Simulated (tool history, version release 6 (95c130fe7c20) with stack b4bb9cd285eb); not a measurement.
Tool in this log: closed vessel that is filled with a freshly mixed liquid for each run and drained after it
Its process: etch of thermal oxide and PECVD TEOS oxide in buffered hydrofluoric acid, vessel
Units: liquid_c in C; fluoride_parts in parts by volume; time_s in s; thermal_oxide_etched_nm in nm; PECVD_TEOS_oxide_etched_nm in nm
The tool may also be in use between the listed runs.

run	hour	liquid_c	fluoride_parts	time_s	thermal_oxide_etched_nm	PECVD_TEOS_oxide_etched_nm
1	0.0	22.0	8.5	60	66.271	89.097
2	5.8	24.5	8.0	60	81.227	109.460
3	7.8	26.0	8.0	60	88.176	120.710
4	13.0	27.0	8.0	60	92.972	125.700
5	20.4	28.0	8.0	60	97.916	133.570
6	23.1	28.5	8.0	60	99.992	139.150

Run 7, settings as shown, results not yet in. Your forecast:
7	26.2	29.0	7.5	60	?	?

thermal_oxide_etched_nm: 111.090 nm
PECVD_TEOS_oxide_etched_nm: 150.860 nm
